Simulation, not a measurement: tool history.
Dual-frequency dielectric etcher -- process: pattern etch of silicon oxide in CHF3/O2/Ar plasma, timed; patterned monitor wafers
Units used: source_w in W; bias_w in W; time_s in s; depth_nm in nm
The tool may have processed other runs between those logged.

run 1 hour=0.0 | source_w=710 bias_w=227 time_s=375.5 | depth_nm=966.58
run 2 hour=1.6 | source_w=740 bias_w=228 time_s=375.5 | depth_nm=975.82
run 3 hour=6.5 | source_w=740 bias_w=228 time_s=342.5 | depth_nm=882.94
run 4 hour=10.5 | source_w=670 bias_w=228 time_s=342.5 | depth_nm=866.66
run 5 hour=14.6 | source_w=790 bias_w=228 time_s=342.5 | depth_nm=912.75
run 6 hour=15.5 | source_w=820 bias_w=238 time_s=343.5 | depth_nm=929.00

Forecast run 7:
run 7 hour=19.8 | source_w=840 bias_w=250 time_s=346.0 | depth_nm=?

depth_nm: 945.75 nm
